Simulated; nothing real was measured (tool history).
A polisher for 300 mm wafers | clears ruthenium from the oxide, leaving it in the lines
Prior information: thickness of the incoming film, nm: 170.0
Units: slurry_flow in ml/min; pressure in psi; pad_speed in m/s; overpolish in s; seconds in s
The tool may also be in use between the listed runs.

run  hour  slurry_flow  pressure  pad_speed  overpolish  seconds
  1     0          225       2.5       1.24           8    110.7
  2   2.4          225       2.5       1.24           8    106.2
  3   9.1          225       2.7       1.26           8   100.09
  4  10.9          270       2.7       1.26           8   93.678
  5  13.3          270       2.8       1.26           8   93.822
  6  16.9          270       2.9       1.28           8   88.524

What does the tool deliver on the next run?
  7  18.1          270         3        1.3           8        ?

Run 7 produced seconds 88.204 s.

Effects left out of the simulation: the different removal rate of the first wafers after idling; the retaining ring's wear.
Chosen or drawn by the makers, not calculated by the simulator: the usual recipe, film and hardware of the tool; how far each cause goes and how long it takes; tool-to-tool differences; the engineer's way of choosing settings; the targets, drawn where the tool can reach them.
